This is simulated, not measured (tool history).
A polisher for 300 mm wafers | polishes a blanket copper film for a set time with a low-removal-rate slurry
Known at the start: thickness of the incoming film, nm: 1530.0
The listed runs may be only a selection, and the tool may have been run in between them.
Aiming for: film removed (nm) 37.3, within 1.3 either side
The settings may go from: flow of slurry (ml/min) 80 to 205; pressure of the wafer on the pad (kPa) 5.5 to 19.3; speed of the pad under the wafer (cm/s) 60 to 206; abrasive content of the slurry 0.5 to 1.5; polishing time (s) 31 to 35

run	hour	flow of slurry (ml/min)	pressure of the wafer on the pad (kPa)	speed of the pad under the wafer (cm/s)	abrasive content of the slurry	polishing time (s)	film removed (nm)
1	0	135	12.4	132	1	35	76.334
2	3.8	105	12.4	132	1	35	72.088
3	6.4	105	11	130	1	35	62.867
4	9.7	105	9.7	130	1	35	55.364
5	12.2	105	9.7	130	1.2	35	56.975
6	18.4	105	9	130	1.2	35	52.673
7	23.7	105	8.3	130	1.2	35	48.706
8	32.1	105	7.6	130	1.2	35	45.651
9	39	95	5.5	128	1.2	35	32.091
10	42	100	5.5	128	1.2	35	33.11
11	50.2	105	5.5	128	1.2	35	33.061
12	53.3	110	5.5	128	1.2	35	33.59

5 next moves are on the table. One of them brings every result within its allowed miss. Which?
A	56.4	125	6.2	124	1.1	33	?
B	56.4	145	6.9	116	0.95	31	?
C	56.4	105	6.2	120	1.2	31	?
D	56.4	95	7.6	120	1.45	31	?
E	56.4	130	5.5	112	1.25	34	?

move	film removed (nm)
A	34.408
B	33.673
C	30.57
D	37.29
E	29.794
A: closer than the last run, but not yet in spec
B: no nearer and no further than the last run
C: the biggest miss grows against the last run
D: hits every target within its allowed miss
E: the biggest miss grows against the last run
Correct choice: D, which meets every target

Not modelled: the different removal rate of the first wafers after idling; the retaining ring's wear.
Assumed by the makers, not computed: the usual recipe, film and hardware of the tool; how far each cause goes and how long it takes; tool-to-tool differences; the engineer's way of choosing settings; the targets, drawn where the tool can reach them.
